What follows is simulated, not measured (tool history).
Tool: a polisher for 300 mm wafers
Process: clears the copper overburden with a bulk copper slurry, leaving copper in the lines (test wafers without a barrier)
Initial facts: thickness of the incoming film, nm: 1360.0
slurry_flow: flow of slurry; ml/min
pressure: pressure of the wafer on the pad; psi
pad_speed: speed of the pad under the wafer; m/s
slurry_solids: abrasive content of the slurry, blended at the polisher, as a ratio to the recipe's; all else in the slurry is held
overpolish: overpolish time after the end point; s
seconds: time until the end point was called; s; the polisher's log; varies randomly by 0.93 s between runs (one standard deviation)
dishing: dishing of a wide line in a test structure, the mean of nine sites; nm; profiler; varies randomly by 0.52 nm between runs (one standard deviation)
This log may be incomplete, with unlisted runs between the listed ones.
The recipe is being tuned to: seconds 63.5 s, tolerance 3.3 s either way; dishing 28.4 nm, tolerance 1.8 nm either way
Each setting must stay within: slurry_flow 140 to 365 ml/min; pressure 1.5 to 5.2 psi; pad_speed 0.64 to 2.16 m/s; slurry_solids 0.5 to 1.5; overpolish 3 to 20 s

run	hour	slurry_flow	pressure	pad_speed	slurry_solids	overpolish	seconds	dishing
1	0	235	3.3	1.4	1	10	91.758	39.38
2	8.7	235	3.3	1.5	1	8	88.707	37.966
3	14.3	235	3.8	1.5	1	8	78.396	37.95
4	16.5	210	3.8	1.5	1	8	81.672	39.852
5	22.4	245	3.9	1.5	1	7	78.237	38.099
6	25.2	245	3.9	1.5	1	3	75.887	24.775
7	30.2	245	3.9	1.5	1	3	77.26	24.955
8	38.2	245	4.1	1.5	1	3	76.121	27.171
9	44.3	255	4.1	1.54	1	3	71.328	25.759
10	47.6	255	4.2	1.54	1	3	69.833	27.6
11	52	260	4.2	1.56	1	3	68.754	27.846
12	56.8	265	4.2	1.58	1.05	3	66.396	26.638

Of the 5 settings listed for the next run, only one would bring every result within its allowed miss of target. Which one?
A	61.6	250	3.9	1.66	1	3	?	?
B	61.6	265	3.8	1.62	1.15	3	?	?
C	61.6	250	3.9	1.88	0.85	3	?	?
D	61.6	240	3.5	1.72	0.9	3	?	?
E	61.6	240	4	1.58	1.1	3	?	?

move	seconds	dishing
A	71.365	26.206
B	72.008	26.051
C	65.863	27.453
D	78.137	24.74
E	71.859	26.115
A: moves away from the targets compared with the last run
B: moves away from the targets compared with the last run
C: each result inside its tolerance
D: moves away from the targets compared with the last run
E: moves away from the targets compared with the last run
C meets every target.
